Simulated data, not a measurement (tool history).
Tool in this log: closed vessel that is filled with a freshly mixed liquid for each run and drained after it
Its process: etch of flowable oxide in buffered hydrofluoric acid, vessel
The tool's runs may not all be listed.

run,day,temperature setpoint of the liquid (C),parts of 40 % ammonium fluoride to one part of 49 % hydrofluoric acid (parts by volume),time in the liquid (s),thickness taken off the flowable oxide on a monitor wafer (angstrom)
1,0,22,16.5,90,1408.5
2,0.346,24.5,16.5,90,1611.2
3,0.379,24.5,16.5,95,1695.5
4,0.425,24.5,16.5,90,1599.6
5,0.762,27.5,16.5,90,1888.5
6,0.838,25.5,16.5,90,1701.1
7,1.033,24,16.5,90,1568.7

What does the tool deliver on the next run?
8,1.404,23,16.5,90,?

{"run 8": {"thickness taken off the flowable oxide on a monitor wafer (angstrom)": 1482.8}}

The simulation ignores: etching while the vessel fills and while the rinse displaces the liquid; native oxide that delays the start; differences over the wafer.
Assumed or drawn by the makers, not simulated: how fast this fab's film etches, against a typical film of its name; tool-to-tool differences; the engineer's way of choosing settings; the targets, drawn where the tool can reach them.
